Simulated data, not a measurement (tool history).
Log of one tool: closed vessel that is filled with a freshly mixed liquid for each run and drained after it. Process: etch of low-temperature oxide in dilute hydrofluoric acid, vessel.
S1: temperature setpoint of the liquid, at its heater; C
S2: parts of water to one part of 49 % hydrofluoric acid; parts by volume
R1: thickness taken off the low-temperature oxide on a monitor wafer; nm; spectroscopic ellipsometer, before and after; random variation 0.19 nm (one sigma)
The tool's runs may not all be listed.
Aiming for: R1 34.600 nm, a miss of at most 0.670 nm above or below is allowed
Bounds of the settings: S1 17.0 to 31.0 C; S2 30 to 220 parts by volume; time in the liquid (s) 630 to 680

run 1 day=0.000 | S1=23.0 S2=125 time_in_the_liquid_(s)=630 | R1=52.199
run 2 day=0.038 | S1=21.0 S2=125 time_in_the_liquid_(s)=630 | R1=47.528
run 3 day=0.258 | S1=24.0 S2=125 time_in_the_liquid_(s)=630 | R1=54.296
run 4 day=0.550 | S1=24.0 S2=145 time_in_the_liquid_(s)=630 | R1=45.166
run 5 day=0.596 | S1=25.5 S2=145 time_in_the_liquid_(s)=630 | R1=48.001
run 6 day=0.675 | S1=25.5 S2=170 time_in_the_liquid_(s)=630 | R1=39.741
run 7 day=0.704 | S1=24.5 S2=170 time_in_the_liquid_(s)=630 | R1=38.236
run 8 day=0.846 | S1=24.0 S2=170 time_in_the_liquid_(s)=630 | R1=37.427
run 9 day=0.933 | S1=23.5 S2=170 time_in_the_liquid_(s)=630 | R1=36.713

5 next moves are on the table. One of them brings every result within its allowed miss. Which?
run A day=1.021 | S1=19.5 S2=170 time_in_the_liquid_(s)=660 | R1=?
run B day=1.021 | S1=21.5 S2=160 time_in_the_liquid_(s)=680 | R1=?
run C day=1.021 | S1=22.5 S2=160 time_in_the_liquid_(s)=655 | R1=?
run D day=1.021 | S1=23.5 S2=185 time_in_the_liquid_(s)=655 | R1=?
run E day=1.021 | S1=21.0 S2=150 time_in_the_liquid_(s)=645 | R1=?

move=A R1=33.268
move=B R1=39.800
move=C R1=39.852
move=D R1=34.844
move=E R1=39.910
A: moves the result that the last run missed by most past its target, out the other side
B: misses by more than the last run did
C: misses by more than the last run did
D: in spec on every target
E: misses by more than the last run did
D meets every target.
